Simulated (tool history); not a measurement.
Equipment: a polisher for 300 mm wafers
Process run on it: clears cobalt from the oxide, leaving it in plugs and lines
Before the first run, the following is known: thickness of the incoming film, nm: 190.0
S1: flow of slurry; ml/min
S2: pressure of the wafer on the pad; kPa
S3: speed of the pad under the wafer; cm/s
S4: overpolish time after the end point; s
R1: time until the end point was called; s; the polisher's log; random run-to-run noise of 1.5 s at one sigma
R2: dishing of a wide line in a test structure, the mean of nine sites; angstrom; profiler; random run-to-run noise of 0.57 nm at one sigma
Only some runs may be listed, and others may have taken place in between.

Run 1, day 0.000: S1 125 ml/min, S2 12.4 kPa, S3 86 cm/s, S4 18 s. Result: R1 60.307 s, R2 404.31 angstrom.
Run 2, day 0.321: S1 95 ml/min, S2 12.4 kPa, S3 86 cm/s, S4 18 s. Result: R1 61.895 s, R2 396.19 angstrom.
Run 3, day 0.642: S1 75 ml/min, S2 12.4 kPa, S3 86 cm/s, S4 18 s. Result: R1 66.403 s, R2 389.53 angstrom.
Run 4, day 0.858: S1 75 ml/min, S2 11.0 kPa, S3 86 cm/s, S4 19 s. Result: R1 72.096 s, R2 378.43 angstrom.
Run 5, day 0.925: S1 75 ml/min, S2 11.0 kPa, S3 86 cm/s, S4 25 s. Result: R1 69.754 s, R2 439.94 angstrom.
Run 6, day 1.079: S1 75 ml/min, S2 11.0 kPa, S3 86 cm/s, S4 22 s. Result: R1 70.616 s, R2 405.64 angstrom.
Run 7, day 1.254: S1 75 ml/min, S2 9.7 kPa, S3 84 cm/s, S4 23 s. Result: R1 81.080 s, R2 390.18 angstrom.

The next listed run, before its measurement:
Run 8, day 1.471: S1 75 ml/min, S2 9.0 kPa, S3 84 cm/s, S4 23 s. Result: R1 ?, R2 ?.

R1: 85.662 s
R2: 378.91 angstrom
